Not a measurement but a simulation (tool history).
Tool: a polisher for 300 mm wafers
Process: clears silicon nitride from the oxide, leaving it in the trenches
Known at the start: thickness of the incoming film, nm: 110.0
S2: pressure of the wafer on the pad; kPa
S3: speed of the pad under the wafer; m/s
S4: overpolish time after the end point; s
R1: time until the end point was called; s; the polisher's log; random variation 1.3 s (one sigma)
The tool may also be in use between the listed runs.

{"run": 1, "day": 0.0, "flow of slurry (ml/min)": 275, "S2": 19.3, "S3": 1.04, "S4": 42, "R1": 111.51}
{"run": 2, "day": 0.104, "flow of slurry (ml/min)": 275, "S2": 19.3, "S3": 1.04, "S4": 42, "R1": 107.88}
{"run": 3, "day": 0.392, "flow of slurry (ml/min)": 275, "S2": 19.3, "S3": 1.04, "S4": 42, "R1": 108.47}
{"run": 4, "day": 0.738, "flow of slurry (ml/min)": 275, "S2": 21.4, "S3": 1.06, "S4": 42, "R1": 95.827}
{"run": 5, "day": 1.029, "flow of slurry (ml/min)": 275, "S2": 22.8, "S3": 1.08, "S4": 42, "R1": 89.103}
{"run": 6, "day": 1.246, "flow of slurry (ml/min)": 275, "S2": 24.1, "S3": 1.1, "S4": 42, "R1": 83.502}

Forecast run 7:
{"run": 7, "day": 1.342, "flow of slurry (ml/min)": 275, "S2": 24.8, "S3": 1.12, "S4": 42, "R1": "?"}

{"run 7": {"R1": 79.489}}
